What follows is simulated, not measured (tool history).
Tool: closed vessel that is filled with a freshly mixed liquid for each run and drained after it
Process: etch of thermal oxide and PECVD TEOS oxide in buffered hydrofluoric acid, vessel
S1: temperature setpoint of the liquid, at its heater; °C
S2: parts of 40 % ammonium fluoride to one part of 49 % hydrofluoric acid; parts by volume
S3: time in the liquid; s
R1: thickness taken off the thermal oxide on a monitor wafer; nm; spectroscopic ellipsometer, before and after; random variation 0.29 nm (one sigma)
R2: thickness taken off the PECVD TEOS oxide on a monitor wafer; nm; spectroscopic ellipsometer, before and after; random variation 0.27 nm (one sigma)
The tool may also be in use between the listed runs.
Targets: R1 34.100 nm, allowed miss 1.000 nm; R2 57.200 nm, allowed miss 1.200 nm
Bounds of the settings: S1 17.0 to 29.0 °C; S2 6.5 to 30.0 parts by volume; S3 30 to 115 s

{"run": 1, "hour": 0.0, "S1": 21.0, "S2": 18.5, "S3": 60, "R1": 29.082, "R2": 49.399}
{"run": 2, "hour": 0.7, "S1": 21.0, "S2": 18.5, "S3": 45, "R1": 22.099, "R2": 37.246}
{"run": 3, "hour": 3.8, "S1": 19.0, "S2": 18.5, "S3": 45, "R1": 19.934, "R2": 33.204}
{"run": 4, "hour": 10.4, "S1": 19.0, "S2": 22.5, "S3": 45, "R1": 16.778, "R2": 28.344}
{"run": 5, "hour": 14.1, "S1": 17.0, "S2": 22.5, "S3": 45, "R1": 15.134, "R2": 25.384}
{"run": 6, "hour": 22.8, "S1": 17.0, "S2": 27.5, "S3": 45, "R1": 12.981, "R2": 21.856}
{"run": 7, "hour": 31.1, "S1": 18.5, "S2": 26.0, "S3": 45, "R1": 14.808, "R2": 24.846}
{"run": 8, "hour": 33.4, "S1": 22.5, "S2": 20.0, "S3": 45, "R1": 22.133, "R2": 37.495}
{"run": 9, "hour": 39.0, "S1": 23.5, "S2": 19.5, "S3": 45, "R1": 24.246, "R2": 40.426}
{"run": 10, "hour": 46.8, "S1": 24.5, "S2": 19.0, "S3": 45, "R1": 26.131, "R2": 43.639}
{"run": 11, "hour": 51.8, "S1": 25.0, "S2": 19.0, "S3": 45, "R1": 26.902, "R2": 44.795}

Which of these 4 next moves meets every target?
{"run": "A", "hour": 56.8, "S1": 28.5, "S2": 16.0, "S3": 40, "R1": "?", "R2": "?"}
{"run": "B", "hour": 56.8, "S1": 19.5, "S2": 17.0, "S3": 50, "R1": "?", "R2": "?"}
{"run": "C", "hour": 56.8, "S1": 27.5, "S2": 19.0, "S3": 30, "R1": "?", "R2": "?"}
{"run": "D", "hour": 56.8, "S1": 17.0, "S2": 23.5, "S3": 115, "R1": "?", "R2": "?"}

move=A R1=33.577 R2=57.378
move=B R1=24.174 R2=41.310
move=C R1=20.164 R2=34.457
move=D R1=36.752 R2=62.803
A: meets every target
B: further off than the last run
C: further off than the last run
D: takes the result that was furthest off past its target
Move A is the one to make.
